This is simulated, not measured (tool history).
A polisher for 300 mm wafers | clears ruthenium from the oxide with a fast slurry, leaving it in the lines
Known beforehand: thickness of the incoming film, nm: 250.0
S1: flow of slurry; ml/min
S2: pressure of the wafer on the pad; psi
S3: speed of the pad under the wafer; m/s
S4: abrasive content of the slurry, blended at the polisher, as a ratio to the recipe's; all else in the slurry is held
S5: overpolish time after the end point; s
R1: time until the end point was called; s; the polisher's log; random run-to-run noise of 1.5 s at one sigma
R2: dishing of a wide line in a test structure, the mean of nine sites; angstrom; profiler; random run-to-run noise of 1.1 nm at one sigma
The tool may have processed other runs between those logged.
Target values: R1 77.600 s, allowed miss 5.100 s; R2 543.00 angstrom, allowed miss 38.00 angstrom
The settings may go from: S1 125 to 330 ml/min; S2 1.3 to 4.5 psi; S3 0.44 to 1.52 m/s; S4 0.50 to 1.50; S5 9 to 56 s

| run | day | S1 | S2 | S3 | S4 | S5 | R1 | R2 |
|---|---|---|---|---|---|---|---|---|
| 1 | 0.000 | 210 | 2.9 | 0.98 | 1.00 | 29 | 52.085 | 751.44 |
| 2 | 0.046 | 210 | 2.9 | 1.12 | 1.00 | 29 | 48.421 | 820.58 |
| 3 | 0.312 | 210 | 2.7 | 1.10 | 1.00 | 28 | 53.069 | 761.11 |
| 4 | 0.521 | 210 | 2.7 | 1.34 | 1.00 | 28 | 44.894 | 825.42 |
| 5 | 0.721 | 210 | 2.5 | 1.32 | 1.00 | 27 | 49.678 | 798.86 |
| 6 | 0.929 | 210 | 2.3 | 1.30 | 1.00 | 25 | 53.882 | 717.23 |
| 7 | 1.283 | 210 | 2.1 | 1.28 | 1.00 | 24 | 58.494 | 657.22 |
| 8 | 1.529 | 210 | 1.3 | 1.24 | 1.00 | 24 | 95.709 | 463.99 |
| 9 | 1.833 | 210 | 1.4 | 1.24 | 1.00 | 24 | 87.746 | 494.31 |
| 10 | 1.925 | 210 | 1.5 | 1.24 | 1.00 | 24 | 84.505 | 515.65 |

Of the 4 settings listed for the next run, only one would bring every result within its allowed miss of target. Which one?
| A | 2.017 | 195 | 1.6 | 1.32 | 0.90 | 25 | ? | ? |
| B | 2.017 | 125 | 1.4 | 1.32 | 0.90 | 28 | ? | ? |
| C | 2.017 | 210 | 1.4 | 1.24 | 0.95 | 24 | ? | ? |
| D | 2.017 | 220 | 1.3 | 1.26 | 1.00 | 24 | ? | ? |

| move | R1 | R2 |
|---|---|---|
| A | 80.369 | 536.95 |
| B | 95.423 | 515.01 |
| C | 92.737 | 469.46 |
| D | 95.440 | 459.39 |
A: hits every target within its allowed miss
B: its largest miss is bigger than the last run's
C: its largest miss is bigger than the last run's
D: its largest miss is bigger than the last run's
The move that meets every target is A.
